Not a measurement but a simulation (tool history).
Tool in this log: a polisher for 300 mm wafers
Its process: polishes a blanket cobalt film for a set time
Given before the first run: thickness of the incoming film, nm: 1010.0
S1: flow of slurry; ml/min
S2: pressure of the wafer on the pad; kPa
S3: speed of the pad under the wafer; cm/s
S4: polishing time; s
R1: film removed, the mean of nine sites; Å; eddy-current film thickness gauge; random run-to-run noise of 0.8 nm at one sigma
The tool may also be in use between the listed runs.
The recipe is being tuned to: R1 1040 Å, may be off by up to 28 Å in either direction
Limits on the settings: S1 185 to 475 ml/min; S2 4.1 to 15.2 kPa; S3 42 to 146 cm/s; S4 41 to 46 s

run    day   S1   S2  S3  S4      R1
  1      0  305  9.7  94  46  1456.9
  2   0.25  305    9  94  46    1404
  3  0.417  230    9  94  46    1373
  4  0.512  230    9  94  41  1215.2
  5    0.7  225  8.3  94  41    1151
  6  0.896  220  7.6  94  41  1096.8
  7  1.038  215  7.6  94  41    1082
  8  1.262  210  7.6  94  41  1094.3

Pick the move, out of 5, that brings all results within their allowed miss; only one does.
  A  1.488  235  7.6   84  43   ?
  B  1.488  200  7.6   92  44   ?
  C  1.488  190  7.6   96  41   ?
  D  1.488  225  7.6   84  46   ?
  E  1.488  200  5.5  106  44   ?

move      R1
   A  1041.2
   B  1145.8
   C    1107
   D  1109.4
   E  1120.9
A: every result lands within tolerance
B: misses by more than the last run did
C: misses by more than the last run did
D: misses by more than the last run did
E: misses by more than the last run did
Move A is the one to make.

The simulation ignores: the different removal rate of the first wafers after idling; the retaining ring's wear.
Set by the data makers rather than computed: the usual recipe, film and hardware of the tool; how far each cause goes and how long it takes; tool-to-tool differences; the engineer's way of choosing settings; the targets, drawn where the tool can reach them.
